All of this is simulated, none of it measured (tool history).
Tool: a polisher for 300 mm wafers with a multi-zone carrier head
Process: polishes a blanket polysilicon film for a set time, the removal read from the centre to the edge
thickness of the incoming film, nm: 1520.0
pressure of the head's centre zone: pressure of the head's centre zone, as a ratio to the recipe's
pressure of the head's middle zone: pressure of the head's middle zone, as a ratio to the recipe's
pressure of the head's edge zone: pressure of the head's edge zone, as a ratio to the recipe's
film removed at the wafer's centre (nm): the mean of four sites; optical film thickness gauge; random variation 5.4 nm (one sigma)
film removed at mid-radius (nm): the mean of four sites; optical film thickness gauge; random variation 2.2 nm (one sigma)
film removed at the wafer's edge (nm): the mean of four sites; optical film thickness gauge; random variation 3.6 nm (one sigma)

run,day,flow of slurry (ml/min),pressure of the head's centre zone,pressure of the head's middle zone,pressure of the head's edge zone,polishing time (s),film removed at the wafer's centre (nm),film removed at mid-radius (nm),film removed at the wafer's edge (nm)
1,0,230,1,1,1,87,503.01,518.07,506.08
2,0.325,225,1,0.98,0.99,84,486.1,489.06,492.61
3,0.446,225,1,0.97,0.98,80,472.78,463.47,453.24
4,0.633,220,0.99,0.95,0.98,78,447.46,442.39,446.09
5,0.942,245,0.99,0.95,0.98,78,463.13,448.57,455.26
6,1.296,240,0.99,0.93,0.97,76,452.24,429.55,435.72
7,1.354,185,0.96,0.83,0.96,61,334.06,302.33,340.16
8,1.579,185,0.96,0.83,0.96,61,333.6,303.64,345.77

Forecast run 9:
9,1.754,195,0.96,0.83,0.96,61,?,?,?

film removed at the wafer's centre (nm): 338.46
film removed at mid-radius (nm): 302.4
film removed at the wafer's edge (nm): 343.03

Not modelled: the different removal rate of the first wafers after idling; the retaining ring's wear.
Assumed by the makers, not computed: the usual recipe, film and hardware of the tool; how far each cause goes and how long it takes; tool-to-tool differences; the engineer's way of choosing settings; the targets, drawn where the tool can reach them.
